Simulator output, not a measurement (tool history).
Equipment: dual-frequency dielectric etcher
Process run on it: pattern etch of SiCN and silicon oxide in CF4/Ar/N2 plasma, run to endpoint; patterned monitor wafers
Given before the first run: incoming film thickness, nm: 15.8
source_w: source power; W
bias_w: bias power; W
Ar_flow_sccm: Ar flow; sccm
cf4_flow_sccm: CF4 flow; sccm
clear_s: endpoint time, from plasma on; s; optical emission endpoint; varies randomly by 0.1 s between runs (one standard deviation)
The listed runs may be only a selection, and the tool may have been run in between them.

{"run": 1, "hour": 0.0, "source_w": 550, "bias_w": 94, "Ar_flow_sccm": 76, "cf4_flow_sccm": 52, "clear_s": 14.187}
{"run": 2, "hour": 1.6, "source_w": 520, "bias_w": 94, "Ar_flow_sccm": 76, "cf4_flow_sccm": 52, "clear_s": 14.792}
{"run": 3, "hour": 4.3, "source_w": 520, "bias_w": 94, "Ar_flow_sccm": 84, "cf4_flow_sccm": 52, "clear_s": 15.207}
{"run": 4, "hour": 10.6, "source_w": 500, "bias_w": 94, "Ar_flow_sccm": 84, "cf4_flow_sccm": 52, "clear_s": 15.541}
{"run": 5, "hour": 14.1, "source_w": 480, "bias_w": 94, "Ar_flow_sccm": 84, "cf4_flow_sccm": 52, "clear_s": 16.169}
{"run": 6, "hour": 16.1, "source_w": 480, "bias_w": 94, "Ar_flow_sccm": 73, "cf4_flow_sccm": 52, "clear_s": 15.856}
{"run": 7, "hour": 21.5, "source_w": 470, "bias_w": 94, "Ar_flow_sccm": 73, "cf4_flow_sccm": 52, "clear_s": 16.191}

Run 8 has not been measured yet. What should we expect?
{"hour": 29.0, "done": "wet clean of the chamber"}
{"run": 8, "hour": 29.0, "source_w": 470, "bias_w": 94, "Ar_flow_sccm": 73, "cf4_flow_sccm": 52, "clear_s": "?"}

clear_s: 15.598 s
